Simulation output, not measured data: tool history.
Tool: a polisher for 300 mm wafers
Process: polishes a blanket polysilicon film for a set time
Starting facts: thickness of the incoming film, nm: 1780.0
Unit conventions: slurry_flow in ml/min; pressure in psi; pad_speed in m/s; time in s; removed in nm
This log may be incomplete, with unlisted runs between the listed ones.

Run 1, hour 0.0: slurry_flow 305 ml/min, pressure 3.1 psi, pad_speed 1.20 m/s, time 40 s. Result: removed 363.50 nm.
Run 2, hour 6.9: slurry_flow 305 ml/min, pressure 3.1 psi, pad_speed 1.20 m/s, time 36 s. Result: removed 324.94 nm.
Run 3, hour 12.9: slurry_flow 360 ml/min, pressure 3.1 psi, pad_speed 1.20 m/s, time 36 s. Result: removed 327.50 nm.
Run 4, hour 13.5: slurry_flow 325 ml/min, pressure 3.1 psi, pad_speed 1.20 m/s, time 36 s. Result: removed 332.72 nm.
Run 5, hour 21.8: slurry_flow 325 ml/min, pressure 3.1 psi, pad_speed 1.20 m/s, time 36 s. Result: removed 329.74 nm.
Run 6, hour 24.3: slurry_flow 325 ml/min, pressure 3.0 psi, pad_speed 1.20 m/s, time 36 s. Result: removed 322.19 nm.

Run 7 has not been measured yet. What should we expect?
Run 7, hour 32.7: slurry_flow 325 ml/min, pressure 2.9 psi, pad_speed 1.20 m/s, time 36 s. Result: removed ?.

Run 7 yielded removed 307.14 nm.

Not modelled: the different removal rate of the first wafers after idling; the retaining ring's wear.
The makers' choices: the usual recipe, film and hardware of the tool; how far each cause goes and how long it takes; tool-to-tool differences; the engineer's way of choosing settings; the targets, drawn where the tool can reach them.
